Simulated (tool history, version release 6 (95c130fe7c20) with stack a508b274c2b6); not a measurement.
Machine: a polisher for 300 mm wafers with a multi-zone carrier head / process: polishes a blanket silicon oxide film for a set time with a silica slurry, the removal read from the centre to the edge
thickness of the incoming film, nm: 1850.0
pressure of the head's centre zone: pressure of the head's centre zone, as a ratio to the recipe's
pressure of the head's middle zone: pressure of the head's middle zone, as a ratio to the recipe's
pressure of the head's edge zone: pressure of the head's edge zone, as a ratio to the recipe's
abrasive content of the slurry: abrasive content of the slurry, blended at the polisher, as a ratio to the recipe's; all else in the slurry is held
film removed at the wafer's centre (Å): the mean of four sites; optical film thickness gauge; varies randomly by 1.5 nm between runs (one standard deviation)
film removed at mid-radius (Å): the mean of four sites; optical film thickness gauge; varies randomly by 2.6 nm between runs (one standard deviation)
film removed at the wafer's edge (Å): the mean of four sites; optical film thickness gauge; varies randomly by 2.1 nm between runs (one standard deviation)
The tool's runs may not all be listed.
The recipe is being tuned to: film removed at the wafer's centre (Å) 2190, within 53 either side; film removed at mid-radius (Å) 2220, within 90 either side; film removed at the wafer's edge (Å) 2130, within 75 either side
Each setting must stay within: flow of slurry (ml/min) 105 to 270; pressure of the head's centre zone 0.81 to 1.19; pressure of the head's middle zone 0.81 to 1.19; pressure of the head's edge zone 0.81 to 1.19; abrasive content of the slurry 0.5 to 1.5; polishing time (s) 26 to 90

run	hour	flow of slurry (ml/min)	pressure of the head's centre zone	pressure of the head's middle zone	pressure of the head's edge zone	abrasive content of the slurry	polishing time (s)	film removed at the wafer's centre (Å)	film removed at mid-radius (Å)	film removed at the wafer's edge (Å)
1	0	175	1	1	1	1	58	1675.8	1714.2	1565.8
2	3	175	1	1	1	1.1	58	1776.8	1780.9	1666.7
3	10.7	175	1.04	1	1	1.1	58	1805.1	1778	1681.4
4	13.9	175	1.04	1	1	1.1	67	2144.1	2090	1911.7
5	15	185	1.03	1.01	1.05	1.1	67	2133.3	2110.1	1997
6	18.5	195	1.03	1.02	1.07	1.1	67	2143.6	2180	2063.4
7	20.9	200	1.03	1.02	1.08	1.1	67	2146.9	2074.2	2047.7
8	27.5	200	1.03	1.02	1.08	1.1	67	2162	2152.8	2041.6

Next run, 5 choices. One meets every target within its allowed miss, the rest don't. Which?
A	34.1	215	1.03	1.06	0.98	1.1	67	?	?	?
B	34.1	195	1.05	1.02	1.02	1	69	?	?	?
C	34.1	200	1.02	1.05	1.11	1.25	64	?	?	?
D	34.1	200	1.09	1.19	0.94	0.9	75	?	?	?
E	34.1	215	1.04	1.13	0.96	0.85	82	?	?	?

move	film removed at the wafer's centre (Å)	film removed at mid-radius (Å)	film removed at the wafer's edge (Å)
A	2144.3	2249.4	1967.4
B	2086.8	2094.4	1923.9
C	2154.6	2270.1	2126.2
D	2191	2355.4	1865.8
E	2203.1	2392.2	1980.7
A: moves away from the targets compared with the last run
B: moves away from the targets compared with the last run
C: every result within its allowed miss
D: moves away from the targets compared with the last run
E: moves away from the targets compared with the last run
Answer: C
